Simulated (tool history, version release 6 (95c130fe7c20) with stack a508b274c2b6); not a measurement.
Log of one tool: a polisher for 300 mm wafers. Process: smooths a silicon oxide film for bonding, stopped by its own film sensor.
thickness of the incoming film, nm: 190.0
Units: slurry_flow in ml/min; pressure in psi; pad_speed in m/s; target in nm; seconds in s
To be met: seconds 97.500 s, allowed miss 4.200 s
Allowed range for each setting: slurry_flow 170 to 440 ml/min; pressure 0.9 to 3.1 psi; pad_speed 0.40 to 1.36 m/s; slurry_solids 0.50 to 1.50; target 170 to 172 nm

Run 1, hour 0.0: slurry_flow 280 ml/min, pressure 2.0 psi, pad_speed 0.88 m/s, slurry_solids 1.00, target 170 nm. Result: seconds 41.830 s.
Run 2, hour 7.7: slurry_flow 340 ml/min, pressure 2.0 psi, pad_speed 0.88 m/s, slurry_solids 1.00, target 170 nm. Result: seconds 41.274 s.
Run 3, hour 13.4: slurry_flow 340 ml/min, pressure 2.0 psi, pad_speed 0.68 m/s, slurry_solids 1.00, target 170 nm. Result: seconds 50.156 s.
Run 4, hour 19.5: slurry_flow 340 ml/min, pressure 1.8 psi, pad_speed 0.66 m/s, slurry_solids 1.00, target 170 nm. Result: seconds 55.199 s.
Run 5, hour 26.3: slurry_flow 340 ml/min, pressure 1.6 psi, pad_speed 0.62 m/s, slurry_solids 1.00, target 170 nm. Result: seconds 62.768 s.
Run 6, hour 32.2: slurry_flow 340 ml/min, pressure 1.5 psi, pad_speed 0.60 m/s, slurry_solids 1.00, target 170 nm. Result: seconds 69.383 s.
Run 7, hour 36.4: slurry_flow 340 ml/min, pressure 1.4 psi, pad_speed 0.60 m/s, slurry_solids 1.00, target 170 nm. Result: seconds 73.098 s.
Run 8, hour 40.7: slurry_flow 340 ml/min, pressure 1.4 psi, pad_speed 0.60 m/s, slurry_solids 1.00, target 170 nm. Result: seconds 72.601 s.
Run 9, hour 46.8: slurry_flow 340 ml/min, pressure 1.3 psi, pad_speed 0.60 m/s, slurry_solids 1.00, target 170 nm. Result: seconds 75.548 s.
Run 10, hour 53.8: slurry_flow 340 ml/min, pressure 1.2 psi, pad_speed 0.58 m/s, slurry_solids 1.00, target 170 nm. Result: seconds 83.685 s.

Which single option among these 5 for the next run brings every result within its allowed miss of target? Just one does.
Run A, hour 60.8: slurry_flow 250 ml/min, pressure 1.3 psi, pad_speed 0.60 m/s, slurry_solids 1.00, target 172 nm. Result: seconds ?.
Run B, hour 60.8: slurry_flow 435 ml/min, pressure 1.0 psi, pad_speed 0.54 m/s, slurry_solids 1.00, target 170 nm. Result: seconds ?.
Run C, hour 60.8: slurry_flow 360 ml/min, pressure 0.9 psi, pad_speed 0.90 m/s, slurry_solids 1.05, target 170 nm. Result: seconds ?.
Run D, hour 60.8: slurry_flow 370 ml/min, pressure 1.2 psi, pad_speed 0.64 m/s, slurry_solids 0.85, target 172 nm. Result: seconds ?.
Run E, hour 60.8: slurry_flow 305 ml/min, pressure 1.2 psi, pad_speed 0.68 m/s, slurry_solids 1.00, target 171 nm. Result: seconds ?.

move  seconds
   A   69.705
   B   96.519
   C   72.510
   D   74.063
   E   70.357
A: the biggest miss grows against the last run
B: meets every target
C: the biggest miss grows against the last run
D: the biggest miss grows against the last run
E: the biggest miss grows against the last run
B meets every target.
